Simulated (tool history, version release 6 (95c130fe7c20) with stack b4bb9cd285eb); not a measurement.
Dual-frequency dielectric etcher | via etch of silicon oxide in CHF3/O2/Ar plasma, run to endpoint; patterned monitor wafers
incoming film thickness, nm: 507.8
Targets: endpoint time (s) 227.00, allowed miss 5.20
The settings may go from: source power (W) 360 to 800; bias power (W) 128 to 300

run,day,source power (W),bias power (W),endpoint time (s)
1,0.000,580,214,251.50
2,0.262,520,214,259.34
3,0.417,610,214,247.69
4,0.733,620,216,245.87
5,0.775,530,216,254.88
6,0.942,530,237,251.69
7,1.258,550,240,247.84
8,1.446,560,243,242.21
9,1.667,570,244,242.21
10,1.758,580,246,240.06
11,1.954,590,247,240.28
12,2.254,600,249,236.36
13,2.604,610,250,234.68
14,2.888,610,251,235.07
15,2.917,620,252,235.40
16,3.212,630,253,233.88
17,3.250,630,254,233.43

4 next moves are on the table. One of them brings every result within its allowed miss. Which?
A,3.288,660,300,?
B,3.288,680,299,?
C,3.288,690,300,?
D,3.288,620,268,?

move,endpoint time (s)
A,216.19
B,214.61
C,213.45
D,229.03
A: takes the result that was furthest off past its target
B: takes the result that was furthest off past its target
C: takes the result that was furthest off past its target
D: meets every target
Answer: D

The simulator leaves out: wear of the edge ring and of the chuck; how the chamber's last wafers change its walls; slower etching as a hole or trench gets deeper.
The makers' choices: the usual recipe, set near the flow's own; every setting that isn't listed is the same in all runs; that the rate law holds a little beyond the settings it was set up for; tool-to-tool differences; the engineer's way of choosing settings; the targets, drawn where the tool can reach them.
